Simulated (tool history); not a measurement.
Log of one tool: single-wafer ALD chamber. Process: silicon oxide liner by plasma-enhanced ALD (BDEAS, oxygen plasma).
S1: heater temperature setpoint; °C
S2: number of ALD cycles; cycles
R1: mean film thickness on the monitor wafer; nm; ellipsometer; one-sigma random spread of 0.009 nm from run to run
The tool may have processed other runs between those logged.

| run | hour | S1 | S2 | R1 |
|---|---|---|---|---|
| 1 | 0.0 | 320 | 65 | 5.5219 |
| 2 | 7.0 | 330 | 65 | 5.4428 |
| 3 | 12.9 | 330 | 61 | 5.1132 |
| 4 | 20.5 | 335 | 61 | 5.0758 |
| 5 | 29.0 | 341 | 61 | 5.0305 |
| 6 | 37.1 | 342 | 57 | 4.6799 |

Forecast run 7:
| 7 | 44.5 | 343 | 47 | ? |

R1: 3.8832 nm
